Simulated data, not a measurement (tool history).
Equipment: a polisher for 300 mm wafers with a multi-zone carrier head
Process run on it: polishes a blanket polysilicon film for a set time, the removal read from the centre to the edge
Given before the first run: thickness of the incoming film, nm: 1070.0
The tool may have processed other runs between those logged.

run	hour	flow of slurry (ml/min)	pressure of the head's centre zone	pressure of the head's middle zone	pressure of the head's edge zone	polishing time (s)	film removed at the wafer's centre (angstrom)	film removed at mid-radius (angstrom)	film removed at the wafer's edge (angstrom)
1	0	190	1	1	1	63	3651.7	3595.1	3711.9
2	8.7	190	1	1	1	72	4103	4239.2	4192.5
3	13.6	190	0.97	1	1	72	4154.9	4197.2	4257.9
4	14.9	225	0.97	1	1	72	4211.6	4261.3	4299.3
5	23.3	180	0.97	1	1	72	4116.5	4175.9	4181.2
6	31.2	180	0.97	1.03	1	72	3999.9	4276.9	4168.5

Predict the results of run 7:
7	33.4	185	0.94	1.03	1.05	73	?	?	?

film removed at the wafer's centre (angstrom): 4014.7
film removed at mid-radius (angstrom): 4391.4
film removed at the wafer's edge (angstrom): 4401.5
